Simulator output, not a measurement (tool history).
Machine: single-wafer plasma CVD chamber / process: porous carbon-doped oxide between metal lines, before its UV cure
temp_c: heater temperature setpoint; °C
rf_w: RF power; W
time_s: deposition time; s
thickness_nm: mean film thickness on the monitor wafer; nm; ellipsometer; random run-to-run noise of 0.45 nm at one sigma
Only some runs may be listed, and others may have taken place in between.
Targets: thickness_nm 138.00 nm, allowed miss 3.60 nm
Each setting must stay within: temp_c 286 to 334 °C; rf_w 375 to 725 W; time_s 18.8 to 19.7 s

run	hour	temp_c	rf_w	time_s	thickness_nm
1	0.0	310	550	19.7	119.95
2	4.3	318	550	19.7	116.41
3	10.2	313	550	19.7	118.94
4	15.4	313	550	19.7	117.93
5	20.5	311	560	19.7	121.35
6	24.6	309	565	19.7	122.63
7	31.1	308	570	19.7	123.97
8	34.6	307	575	19.7	125.34
9	38.3	306	580	19.7	125.85

Pick the move, out of 4, that brings all results within their allowed miss; only one does.
A	42.0	301	635	19.7	?
B	42.0	304	600	19.7	?
C	42.0	303	590	19.5	?
D	42.0	309	630	19.7	?

move	thickness_nm
A	136.71
B	130.21
C	128.26
D	130.88
A: every result lands within tolerance
B: better than the last run, though not everything is in spec
C: better than the last run, though not everything is in spec
D: better than the last run, though not everything is in spec
So the answer is move A, the one that meets all the targets.
